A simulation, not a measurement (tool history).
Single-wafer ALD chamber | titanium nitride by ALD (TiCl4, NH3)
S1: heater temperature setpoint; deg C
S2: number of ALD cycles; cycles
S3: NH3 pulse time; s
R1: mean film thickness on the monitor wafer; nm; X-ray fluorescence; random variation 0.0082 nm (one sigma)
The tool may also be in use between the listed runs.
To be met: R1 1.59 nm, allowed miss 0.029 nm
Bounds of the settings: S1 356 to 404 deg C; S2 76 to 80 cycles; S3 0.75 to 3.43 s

run 1 hour=0 | S1=380 S2=80 S3=2.09 | R1=1.7669
run 2 hour=4.2 | S1=380 S2=80 S3=1.65 | R1=1.7446
run 3 hour=5.4 | S1=371 S2=80 S3=1.65 | R1=1.7133
run 4 hour=12.8 | S1=368 S2=79 S3=1.5 | R1=1.6639
run 5 hour=20.3 | S1=367 S2=78 S3=1.47 | R1=1.651
run 6 hour=25.4 | S1=367 S2=78 S3=1.86 | R1=1.6606
run 7 hour=27.4 | S1=365 S2=77 S3=1.81 | R1=1.6456
run 8 hour=30.5 | S1=363 S2=77 S3=1.72 | R1=1.6266

Which of these 4 next moves meets every target?
run A hour=33.6 | S1=362 S2=80 S3=1.67 | R1=?
run B hour=33.6 | S1=356 S2=76 S3=1.22 | R1=?
run C hour=33.6 | S1=361 S2=79 S3=1.18 | R1=?
run D hour=33.6 | S1=360 S2=79 S3=1.65 | R1=?

move=A R1=1.6763
move=B R1=1.5186
move=C R1=1.5961
move=D R1=1.646
A: further off than the last run
B: takes the result that was furthest off past its target
C: meets every target
D: further off than the last run
Answer: C

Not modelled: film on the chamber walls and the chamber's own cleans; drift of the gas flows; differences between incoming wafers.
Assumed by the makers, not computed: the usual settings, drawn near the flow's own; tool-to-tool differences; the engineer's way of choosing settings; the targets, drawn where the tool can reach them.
